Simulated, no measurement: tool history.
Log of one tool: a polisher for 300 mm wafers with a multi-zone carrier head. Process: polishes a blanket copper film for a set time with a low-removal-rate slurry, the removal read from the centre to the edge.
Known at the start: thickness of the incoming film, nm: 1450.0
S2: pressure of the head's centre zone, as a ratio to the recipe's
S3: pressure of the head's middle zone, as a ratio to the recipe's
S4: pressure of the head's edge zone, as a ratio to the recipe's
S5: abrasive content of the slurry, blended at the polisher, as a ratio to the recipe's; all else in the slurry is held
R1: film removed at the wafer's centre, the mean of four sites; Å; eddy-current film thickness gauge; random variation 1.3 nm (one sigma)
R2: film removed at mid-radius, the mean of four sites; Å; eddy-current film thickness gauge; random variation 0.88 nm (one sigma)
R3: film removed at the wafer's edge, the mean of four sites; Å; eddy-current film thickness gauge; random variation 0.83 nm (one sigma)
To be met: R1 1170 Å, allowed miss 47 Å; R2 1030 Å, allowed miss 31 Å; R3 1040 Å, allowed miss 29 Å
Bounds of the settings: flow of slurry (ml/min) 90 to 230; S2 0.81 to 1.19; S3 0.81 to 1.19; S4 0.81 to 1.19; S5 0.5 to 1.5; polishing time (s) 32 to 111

{"run": 1, "hour": 0.0, "flow of slurry (ml/min)": 150, "S2": 1, "S3": 1, "S4": 1, "S5": 1, "polishing time (s)": 71, "R1": 1179.6, "R2": 1138.7, "R3": 1175.1}
{"run": 2, "hour": 3.7, "flow of slurry (ml/min)": 145, "S2": 1.01, "S3": 1, "S4": 0.98, "S5": 1, "polishing time (s)": 71, "R1": 1209, "R2": 1120.6, "R3": 1150.5}
{"run": 3, "hour": 4.7, "flow of slurry (ml/min)": 165, "S2": 1.01, "S3": 1, "S4": 0.98, "S5": 1, "polishing time (s)": 71, "R1": 1228.9, "R2": 1144, "R3": 1176.5}
{"run": 4, "hour": 10.7, "flow of slurry (ml/min)": 165, "S2": 1.01, "S3": 1.04, "S4": 0.98, "S5": 1, "polishing time (s)": 71, "R1": 1218.9, "R2": 1200.3, "R3": 1162.1}
{"run": 5, "hour": 11.2, "flow of slurry (ml/min)": 165, "S2": 1.01, "S3": 1.04, "S4": 0.98, "S5": 1.15, "polishing time (s)": 71, "R1": 1261.6, "R2": 1218.8, "R3": 1202.7}
{"run": 6, "hour": 18.2, "flow of slurry (ml/min)": 165, "S2": 1.01, "S3": 1.04, "S4": 1.03, "S5": 1.15, "polishing time (s)": 71, "R1": 1254.6, "R2": 1244, "R3": 1223.2}
{"run": 7, "hour": 20.6, "flow of slurry (ml/min)": 160, "S2": 1.01, "S3": 1.04, "S4": 1.01, "S5": 1.1, "polishing time (s)": 71, "R1": 1261.8, "R2": 1218.1, "R3": 1194.5}
{"run": 8, "hour": 22.6, "flow of slurry (ml/min)": 155, "S2": 1.01, "S3": 1.03, "S4": 0.99, "S5": 1.05, "polishing time (s)": 71, "R1": 1219.7, "R2": 1180, "R3": 1182.2}
{"run": 9, "hour": 31.2, "flow of slurry (ml/min)": 155, "S2": 1.02, "S3": 1.03, "S4": 0.97, "S5": 1, "polishing time (s)": 71, "R1": 1231.3, "R2": 1191.9, "R3": 1162.1}
{"run": 10, "hour": 36.9, "flow of slurry (ml/min)": 155, "S2": 1.02, "S3": 1.02, "S4": 0.95, "S5": 0.95, "polishing time (s)": 71, "R1": 1200.4, "R2": 1165.3, "R3": 1138.9}
{"run": 11, "hour": 39.7, "flow of slurry (ml/min)": 155, "S2": 1.02, "S3": 1.02, "S4": 0.95, "S5": 0.95, "polishing time (s)": 71, "R1": 1202.3, "R2": 1173.6, "R3": 1120.2}
{"run": 12, "hour": 43.9, "flow of slurry (ml/min)": 150, "S2": 1.02, "S3": 1.01, "S4": 0.94, "S5": 0.95, "polishing time (s)": 71, "R1": 1213.5, "R2": 1136.1, "R3": 1124.4}
{"run": 13, "hour": 44.5, "flow of slurry (ml/min)": 145, "S2": 1.02, "S3": 1.01, "S4": 0.93, "S5": 0.95, "polishing time (s)": 71, "R1": 1182.6, "R2": 1113, "R3": 1108.2}
{"run": 14, "hour": 53.6, "flow of slurry (ml/min)": 140, "S2": 1.02, "S3": 1.01, "S4": 0.92, "S5": 0.95, "polishing time (s)": 71, "R1": 1199.7, "R2": 1113.7, "R3": 1109.8}
{"run": 15, "hour": 62.4, "flow of slurry (ml/min)": 135, "S2": 1.02, "S3": 1.01, "S4": 0.91, "S5": 0.95, "polishing time (s)": 71, "R1": 1137.4, "R2": 1123.2, "R3": 1097.1}

5 next moves are on the table. One of them brings every result within its allowed miss. Which?
{"run": "A", "hour": 71.2, "flow of slurry (ml/min)": 110, "S2": 0.92, "S3": 0.82, "S4": 0.87, "S5": 1, "polishing time (s)": 78, "R1": "?", "R2": "?", "R3": "?"}
{"run": "B", "hour": 71.2, "flow of slurry (ml/min)": 120, "S2": 1.13, "S3": 0.95, "S4": 0.93, "S5": 1, "polishing time (s)": 71, "R1": "?", "R2": "?", "R3": "?"}
{"run": "C", "hour": 71.2, "flow of slurry (ml/min)": 130, "S2": 1.17, "S3": 1.1, "S4": 0.89, "S5": 0.8, "polishing time (s)": 71, "R1": "?", "R2": "?", "R3": "?"}
{"run": "D", "hour": 71.2, "flow of slurry (ml/min)": 215, "S2": 1.19, "S3": 1.03, "S4": 0.87, "S5": 0.85, "polishing time (s)": 61, "R1": "?", "R2": "?", "R3": "?"}
{"run": "E", "hour": 71.2, "flow of slurry (ml/min)": 110, "S2": 1.08, "S3": 0.98, "S4": 0.86, "S5": 1.05, "polishing time (s)": 70, "R1": "?", "R2": "?", "R3": "?"}

move=A R1=1109.1 R2=982.21 R3=1156.4
move=B R1=1279.2 R2=1034.2 R3=1094.9
move=C R1=1304.1 R2=1148 R3=1048.1
move=D R1=1281.3 R2=1036.8 R3=968.78
move=E R1=1182 R2=1030.4 R3=1041
A: takes the result that was furthest off past its target
B: brings the result that was furthest off to its target, and leaves another outside
C: further off than the last run
D: brings the result that was furthest off to its target, and leaves another outside
E: meets every target
Answer: E
